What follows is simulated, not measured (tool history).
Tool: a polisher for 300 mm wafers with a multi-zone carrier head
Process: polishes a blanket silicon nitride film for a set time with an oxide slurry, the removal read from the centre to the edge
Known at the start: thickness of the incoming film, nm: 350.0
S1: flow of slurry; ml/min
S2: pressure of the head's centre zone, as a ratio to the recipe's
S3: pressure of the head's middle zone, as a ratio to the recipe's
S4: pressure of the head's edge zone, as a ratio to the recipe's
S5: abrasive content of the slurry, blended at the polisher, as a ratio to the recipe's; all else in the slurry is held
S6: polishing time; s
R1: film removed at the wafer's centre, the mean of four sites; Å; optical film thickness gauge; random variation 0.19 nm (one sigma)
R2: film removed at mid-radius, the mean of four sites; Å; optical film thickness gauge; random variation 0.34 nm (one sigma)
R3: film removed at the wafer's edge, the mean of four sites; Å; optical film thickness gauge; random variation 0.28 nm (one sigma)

run 1 hour=0.0 | S1=235 S2=1.00 S3=1.00 S4=1.00 S5=1.00 S6=62 | R1=353.71 R2=351.15 R3=346.93
run 2 hour=5.4 | S1=235 S2=1.00 S3=1.00 S4=1.07 S5=1.00 S6=62 | R1=353.85 R2=343.78 R3=358.99
run 3 hour=12.4 | S1=235 S2=1.00 S3=1.00 S4=1.15 S5=1.00 S6=62 | R1=350.66 R2=347.52 R3=366.96
run 4 hour=13.4 | S1=215 S2=1.00 S3=1.00 S4=1.15 S5=1.00 S6=62 | R1=349.23 R2=345.79 R3=366.11
run 5 hour=14.4 | S1=215 S2=1.00 S3=1.00 S4=1.15 S5=1.00 S6=55 | R1=312.52 R2=302.13 R3=322.71
run 6 hour=17.6 | S1=215 S2=0.91 S3=1.00 S4=1.15 S5=1.00 S6=55 | R1=281.95 R2=294.63 R3=325.04
run 7 hour=23.7 | S1=215 S2=0.94 S3=1.03 S4=1.11 S5=0.90 S6=54 | R1=273.52 R2=287.73 R3=299.47
run 8 hour=32.1 | S1=215 S2=0.96 S3=1.05 S4=1.07 S5=0.80 S6=53 | R1=258.86 R2=273.49 R3=271.01
run 9 hour=39.5 | S1=215 S2=0.97 S3=1.06 S4=1.04 S5=0.75 S6=53 | R1=256.30 R2=265.70 R3=256.70
run 10 hour=45.2 | S1=210 S2=0.97 S3=1.07 S4=1.01 S5=0.70 S6=53 | R1=245.40 R2=258.12 R3=247.20

Run 11 comes next. What will it give?
run 11 hour=46.8 | S1=205 S2=0.98 S3=1.08 S4=0.98 S5=0.65 S6=53 | R1=? R2=? R3=?

{"run 11": {"R1": 233.83, "R2": 256.06, "R3": 240.83}}
